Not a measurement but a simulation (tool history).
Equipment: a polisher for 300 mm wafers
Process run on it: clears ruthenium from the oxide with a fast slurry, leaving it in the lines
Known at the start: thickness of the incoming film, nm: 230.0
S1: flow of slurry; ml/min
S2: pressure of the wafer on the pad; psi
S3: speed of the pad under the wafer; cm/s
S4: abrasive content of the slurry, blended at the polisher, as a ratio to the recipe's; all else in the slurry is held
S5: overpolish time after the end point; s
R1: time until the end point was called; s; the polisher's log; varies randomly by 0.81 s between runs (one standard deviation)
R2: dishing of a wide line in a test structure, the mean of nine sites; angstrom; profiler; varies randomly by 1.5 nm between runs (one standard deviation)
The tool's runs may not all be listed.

| run | day | S1 | S2 | S3 | S4 | S5 | R1 | R2 |
|---|---|---|---|---|---|---|---|---|
| 1 | 0 | 180 | 2.2 | 120 | 1 | 22 | 79.023 | 621.67 |
| 2 | 0.283 | 180 | 2.6 | 122 | 1 | 20 | 63.576 | 648.2 |
| 3 | 0.471 | 180 | 2.6 | 122 | 0.85 | 20 | 73.026 | 610.77 |
| 4 | 0.654 | 180 | 2.6 | 94 | 0.85 | 20 | 92.581 | 497.72 |
| 5 | 0.862 | 180 | 2.6 | 94 | 0.75 | 20 | 103.67 | 443.34 |
| 6 | 0.896 | 180 | 2.6 | 68 | 0.75 | 20 | 139.76 | 336.71 |
| 7 | 1.088 | 180 | 2.9 | 88 | 0.75 | 19 | 97.444 | 455.07 |
| 8 | 1.192 | 190 | 3.5 | 122 | 0.85 | 13 | 53.021 | 520.17 |

Expected results for the next run?
| 9 | 1.533 | 190 | 3.4 | 132 | 0.85 | 15 | ? | ? |

{"run 9": {"R1": 50.739, "R2": 644.42}}
